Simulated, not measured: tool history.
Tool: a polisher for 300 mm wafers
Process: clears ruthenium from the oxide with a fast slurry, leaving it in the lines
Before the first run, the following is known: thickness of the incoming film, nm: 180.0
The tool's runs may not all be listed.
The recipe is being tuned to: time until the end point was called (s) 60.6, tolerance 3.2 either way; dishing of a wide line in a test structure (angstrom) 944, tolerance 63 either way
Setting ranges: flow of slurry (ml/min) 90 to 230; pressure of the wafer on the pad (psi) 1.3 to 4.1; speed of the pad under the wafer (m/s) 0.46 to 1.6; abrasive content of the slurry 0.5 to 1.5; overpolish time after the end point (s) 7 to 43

run	hour	flow of slurry (ml/min)	pressure of the wafer on the pad (psi)	speed of the pad under the wafer (m/s)	abrasive content of the slurry	overpolish time after the end point (s)	time until the end point was called (s)	dishing of a wide line in a test structure (angstrom)
1	0	150	2.7	1.02	1	22	55.642	627.37
2	4.5	150	2.6	1.02	1	26	58.137	706.29
3	9.2	170	2.6	1.02	1	26	58.226	715.25
4	9.8	170	2	1.02	1	26	72.286	583.74
5	15.1	170	1.6	1.02	1	26	90.48	471.8
6	15.7	170	1.3	1.02	1	26	109.43	407.25
7	23.5	170	1.6	1.02	1	29	90.152	515.86
8	30.2	170	1.8	1.02	1	32	79.989	630.98
9	37.2	170	2	1.02	1	34	72.567	700.07
10	45.6	170	2.1	1.02	1	36	69.017	801.97
# hour 49.6: slurry nozzle cleaned
11	49.6	170	2.2	1.02	1	37	66.487	853.14

Consider the 5 candidate settings below. Which is the only one whose results all fall within their allowed miss of target?
A	53.6	165	2.5	1.04	1.1	41	?	?
B	53.6	135	2.3	1.24	0.95	40	?	?
C	53.6	140	2.5	0.88	1.45	39	?	?
D	53.6	185	2.4	1.04	1.25	42	?	?
E	53.6	205	2.6	1.1	0.9	41	?	?

move	time until the end point was called (s)	dishing of a wide line in a test structure (angstrom)
A	54.657	1068.9
B	54.319	1054.6
C	59.274	969.82
D	53.435	1105.5
E	52.708	1097.3
A: pushes the last run's worst result past its target
B: pushes the last run's worst result past its target
C: hits every target within its allowed miss
D: pushes the last run's worst result past its target
E: pushes the last run's worst result past its target
So the answer is move C, the one that meets all the targets.
